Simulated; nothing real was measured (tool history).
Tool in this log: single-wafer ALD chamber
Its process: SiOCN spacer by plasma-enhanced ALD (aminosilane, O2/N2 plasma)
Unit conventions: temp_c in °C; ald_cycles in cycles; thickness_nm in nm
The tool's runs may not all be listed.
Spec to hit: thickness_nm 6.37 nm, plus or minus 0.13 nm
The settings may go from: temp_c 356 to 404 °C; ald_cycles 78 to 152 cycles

| run | hour | temp_c | ald_cycles | thickness_nm |
|---|---|---|---|---|
| 1 | 0 | 380 | 115 | 7.2779 |
| 2 | 8.5 | 371 | 115 | 7.2481 |
| 3 | 9.4 | 371 | 111 | 6.9682 |
| 4 | 18.6 | 361 | 111 | 6.9817 |
| 5 | 25.8 | 361 | 123 | 7.7449 |
| 6 | 28.9 | 361 | 116 | 7.3179 |
| 7 | 31.6 | 361 | 111 | 7.0217 |
| 8 | 33.5 | 361 | 97 | 6.1353 |
| 9 | 36.5 | 361 | 98 | 6.1737 |

Which of these 5 next moves meets every target?
| A | 39.5 | 359 | 96 | ? |
| B | 39.5 | 362 | 97 | ? |
| C | 39.5 | 371 | 95 | ? |
| D | 39.5 | 356 | 101 | ? |
| E | 39.5 | 359 | 95 | ? |

| move | thickness_nm |
|---|---|
| A | 6.0277 |
| B | 6.0905 |
| C | 5.9649 |
| D | 6.3416 |
| E | 5.9649 |
A: misses by more than the last run did
B: misses by more than the last run did
C: misses by more than the last run did
D: every result within its allowed miss
E: misses by more than the last run did
Correct choice: D, which meets every target
